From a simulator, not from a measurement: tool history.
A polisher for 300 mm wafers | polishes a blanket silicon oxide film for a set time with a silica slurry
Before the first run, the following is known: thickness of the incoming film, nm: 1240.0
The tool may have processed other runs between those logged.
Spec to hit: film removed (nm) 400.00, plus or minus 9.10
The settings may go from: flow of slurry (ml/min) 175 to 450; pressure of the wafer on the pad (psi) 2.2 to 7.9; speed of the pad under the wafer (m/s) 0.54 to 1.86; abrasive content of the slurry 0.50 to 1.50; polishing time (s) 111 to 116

run  hour  flow of slurry (ml/min)  pressure of the wafer on the pad (psi)  speed of the pad under the wafer (m/s)  abrasive content of the slurry  polishing time (s)  film removed (nm)
  1   0.0                      290                                     5.0                                    1.18                            1.00                 111             517.36
  2   5.7                      290                                     5.0                                    1.18                            0.85                 111             477.59
  3  13.8                      285                                     4.8                                    1.18                            0.85                 111             453.07
  4  22.5                      285                                     4.8                                    1.18                            1.00                 111             499.25
  5  30.7                      325                                     4.8                                    1.18                            1.00                 111             503.84
  6  36.1                      325                                     5.9                                    1.18                            1.00                 111             613.39
  7  38.7                      325                                     5.2                                    1.18                            1.00                 111             546.39
  8  39.6                      325                                     5.2                                    1.18                            1.00                 111             541.66

Which of these 5 next moves meets every target?
  A  40.5                      315                                     4.6                                    0.90                            1.05                 111                  ?
  B  40.5                      380                                     6.5                                    0.64                            0.80                 112                  ?
  C  40.5                      245                                     4.0                                    1.38                            0.80                 116                  ?
  D  40.5                      375                                     5.8                                    0.90                            0.75                 113                  ?
  E  40.5                      340                                     6.0                                    0.66                            0.90                 111                  ?

move  film removed (nm)
   A             404.41
   B             380.39
   C             426.59
   D             425.09
   E             381.45
A: all results land within tolerance of their targets
B: takes the biggest miss from the last run beyond its target
C: better than the last run, though not everything is in spec
D: better than the last run, though not everything is in spec
E: takes the biggest miss from the last run beyond its target
Go with A: it meets all targets.
